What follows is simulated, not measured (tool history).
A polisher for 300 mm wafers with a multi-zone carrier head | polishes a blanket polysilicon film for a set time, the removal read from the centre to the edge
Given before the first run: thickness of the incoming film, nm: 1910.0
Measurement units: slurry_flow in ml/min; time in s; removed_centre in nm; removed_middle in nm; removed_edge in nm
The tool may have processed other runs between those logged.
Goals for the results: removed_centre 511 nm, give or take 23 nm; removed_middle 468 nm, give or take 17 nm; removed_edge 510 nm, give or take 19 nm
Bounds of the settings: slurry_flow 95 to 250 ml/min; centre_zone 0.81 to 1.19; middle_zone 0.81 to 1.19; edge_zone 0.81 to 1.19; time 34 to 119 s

Run 1, hour 0: slurry_flow 160 ml/min, centre_zone 1, middle_zone 1, edge_zone 1, time 76 s. Result: removed_centre 788.84 nm, removed_middle 734.69 nm, removed_edge 730.81 nm.
Run 2, hour 7: slurry_flow 150 ml/min, centre_zone 0.97, middle_zone 0.95, edge_zone 0.97, time 69 s. Result: removed_centre 682.49 nm, removed_middle 637.08 nm, removed_edge 640.52 nm.
Run 3, hour 15.3: slurry_flow 185 ml/min, centre_zone 0.97, middle_zone 0.95, edge_zone 0.97, time 69 s. Result: removed_centre 700.48 nm, removed_middle 644.22 nm, removed_edge 657.45 nm.
Run 4, hour 18.7: slurry_flow 185 ml/min, centre_zone 0.92, middle_zone 0.95, edge_zone 0.97, time 69 s. Result: removed_centre 670.89 nm, removed_middle 663.17 nm, removed_edge 658.14 nm.
Run 5, hour 20.6: slurry_flow 175 ml/min, centre_zone 0.91, middle_zone 0.9, edge_zone 0.96, time 64 s. Result: removed_centre 604.29 nm, removed_middle 565.47 nm, removed_edge 605.62 nm.
Run 6, hour 25.5: slurry_flow 165 ml/min, centre_zone 0.89, middle_zone 0.87, edge_zone 0.92, time 62 s. Result: removed_centre 579.04 nm, removed_middle 535.8 nm, removed_edge 572.22 nm.
Run 7, hour 33.6: slurry_flow 160 ml/min, centre_zone 0.87, middle_zone 0.85, edge_zone 0.9, time 60 s. Result: removed_centre 543.35 nm, removed_middle 503.71 nm, removed_edge 544.18 nm.
Run 8, hour 36.1: slurry_flow 150 ml/min, centre_zone 0.86, middle_zone 0.84, edge_zone 0.88, time 60 s. Result: removed_centre 521.66 nm, removed_middle 493.44 nm, removed_edge 549.8 nm.

Below are 5 possible settings for the next run. Only one of them brings all results inside the allowed miss of their targets. Which is it?
Run A, hour 38.6: slurry_flow 140 ml/min, centre_zone 0.81, middle_zone 0.86, edge_zone 0.9, time 56 s. Result: removed_centre ?, removed_middle ?, removed_edge ?.
Run B, hour 38.6: slurry_flow 95 ml/min, centre_zone 0.85, middle_zone 0.9, edge_zone 0.88, time 66 s. Result: removed_centre ?, removed_middle ?, removed_edge ?.
Run C, hour 38.6: slurry_flow 140 ml/min, centre_zone 0.87, middle_zone 0.82, edge_zone 0.83, time 59 s. Result: removed_centre ?, removed_middle ?, removed_edge ?.
Run D, hour 38.6: slurry_flow 165 ml/min, centre_zone 0.96, middle_zone 0.99, edge_zone 0.9, time 54 s. Result: removed_centre ?, removed_middle ?, removed_edge ?.
Run E, hour 38.6: slurry_flow 190 ml/min, centre_zone 0.9, middle_zone 0.91, edge_zone 0.85, time 56 s. Result: removed_centre ?, removed_middle ?, removed_edge ?.

move  removed_centre  removed_middle  removed_edge
   A          440.92          473.43        508.61
   B          496.47           533.5        560.94
   C           498.9          479.57        519.51
   D          520.88          527.52        499.57
   E          518.33          520.97        515.08
A: the worst result of the last run now meets its target, but another is out of spec
B: further off than the last run
C: hits every target within its allowed miss
D: the worst result of the last run now meets its target, but another is out of spec
E: the worst result of the last run now meets its target, but another is out of spec
Move C is the one to make.
